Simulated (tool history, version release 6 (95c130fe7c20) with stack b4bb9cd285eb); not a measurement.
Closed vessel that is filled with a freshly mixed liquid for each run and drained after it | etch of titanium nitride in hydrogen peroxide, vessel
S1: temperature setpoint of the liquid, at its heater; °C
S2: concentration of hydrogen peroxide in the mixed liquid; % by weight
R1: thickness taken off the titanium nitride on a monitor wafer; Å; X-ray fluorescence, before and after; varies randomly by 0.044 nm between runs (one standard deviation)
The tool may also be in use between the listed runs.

{"run": 1, "day": 0.0, "S1": 53.0, "S2": 20.5, "time in the liquid (s)": 65, "R1": 65.975}
{"run": 2, "day": 0.392, "S1": 52.5, "S2": 20.5, "time in the liquid (s)": 65, "R1": 63.398}
{"run": 3, "day": 0.717, "S1": 52.5, "S2": 24.0, "time in the liquid (s)": 65, "R1": 66.85}
{"run": 4, "day": 0.825, "S1": 45.5, "S2": 24.0, "time in the liquid (s)": 65, "R1": 39.777}
{"run": 5, "day": 0.958, "S1": 45.5, "S2": 28.0, "time in the liquid (s)": 65, "R1": 40.796}
{"run": 6, "day": 1.333, "S1": 45.5, "S2": 30.0, "time in the liquid (s)": 65, "R1": 42.262}
{"run": 7, "day": 1.625, "S1": 46.5, "S2": 30.0, "time in the liquid (s)": 65, "R1": 45.196}
{"run": 8, "day": 2.012, "S1": 47.5, "S2": 30.0, "time in the liquid (s)": 65, "R1": 47.667}

What does the tool deliver on the next run?
{"run": 9, "day": 2.325, "S1": 47.5, "S2": 30.0, "time in the liquid (s)": 65, "R1": "?"}

R1: 48.490 Å
